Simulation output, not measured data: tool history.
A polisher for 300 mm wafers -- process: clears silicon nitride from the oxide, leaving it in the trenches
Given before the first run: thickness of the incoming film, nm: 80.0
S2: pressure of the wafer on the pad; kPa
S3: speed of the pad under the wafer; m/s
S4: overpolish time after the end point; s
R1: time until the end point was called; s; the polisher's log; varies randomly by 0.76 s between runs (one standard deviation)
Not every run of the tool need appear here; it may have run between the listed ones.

{"run": 1, "hour": 0.0, "flow of slurry (ml/min)": 160, "S2": 13.1, "S3": 1.26, "S4": 27, "R1": 102.31}
{"run": 2, "hour": 1.7, "flow of slurry (ml/min)": 160, "S2": 13.1, "S3": 1.08, "S4": 27, "R1": 119.52}
{"run": 3, "hour": 5.5, "flow of slurry (ml/min)": 135, "S2": 13.1, "S3": 1.08, "S4": 27, "R1": 120.92}
{"run": 4, "hour": 10.9, "flow of slurry (ml/min)": 135, "S2": 13.1, "S3": 0.8, "S4": 27, "R1": 162.16}
{"run": 5, "hour": 17.8, "flow of slurry (ml/min)": 115, "S2": 13.1, "S3": 0.8, "S4": 27, "R1": 166.62}
{"run": 6, "hour": 22.4, "flow of slurry (ml/min)": 115, "S2": 13.1, "S3": 0.8, "S4": 29, "R1": 169.45}

Estimate the outcome of run 7 from the log above:
{"run": 7, "hour": 24.6, "flow of slurry (ml/min)": 130, "S2": 14.5, "S3": 0.84, "S4": 29, "R1": "?"}

Run 7 came out at R1 142.79 s.
